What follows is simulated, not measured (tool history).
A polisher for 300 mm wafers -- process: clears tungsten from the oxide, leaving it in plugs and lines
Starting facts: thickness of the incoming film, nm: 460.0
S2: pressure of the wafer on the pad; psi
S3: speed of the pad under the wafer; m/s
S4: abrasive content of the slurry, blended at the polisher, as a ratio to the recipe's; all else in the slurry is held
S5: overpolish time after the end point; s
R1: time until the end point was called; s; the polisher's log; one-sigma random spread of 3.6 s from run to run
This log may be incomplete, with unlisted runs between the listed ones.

{"run": 1, "hour": 0.0, "flow of slurry (ml/min)": 155, "S2": 3.5, "S3": 1.08, "S4": 1, "S5": 6, "R1": 85.223}
{"run": 2, "hour": 1.9, "flow of slurry (ml/min)": 155, "S2": 4.2, "S3": 1.08, "S4": 1, "S5": 6, "R1": 72.283}
{"run": 3, "hour": 4.7, "flow of slurry (ml/min)": 155, "S2": 4.2, "S3": 1.18, "S4": 1, "S5": 6, "R1": 66.342}
{"run": 4, "hour": 5.4, "flow of slurry (ml/min)": 155, "S2": 3.4, "S3": 1.18, "S4": 1, "S5": 6, "R1": 77.976}
{"run": 5, "hour": 8.6, "flow of slurry (ml/min)": 155, "S2": 3.1, "S3": 1.08, "S4": 1, "S5": 6, "R1": 97.764}
{"run": 6, "hour": 15.1, "flow of slurry (ml/min)": 155, "S2": 2.9, "S3": 1.02, "S4": 1, "S5": 6, "R1": 110.19}
{"run": 7, "hour": 19.1, "flow of slurry (ml/min)": 155, "S2": 2.7, "S3": 0.98, "S4": 1, "S5": 6, "R1": 120.82}
{"run": 8, "hour": 20.8, "flow of slurry (ml/min)": 155, "S2": 2.5, "S3": 0.94, "S4": 1, "S5": 6, "R1": 137.35}

Run 9 is up next; what results do you expect?
{"run": 9, "hour": 21.6, "flow of slurry (ml/min)": 155, "S2": 2.4, "S3": 0.92, "S4": 1, "S5": 6, "R1": "?"}

Run 9 came out at R1 144.59 s.
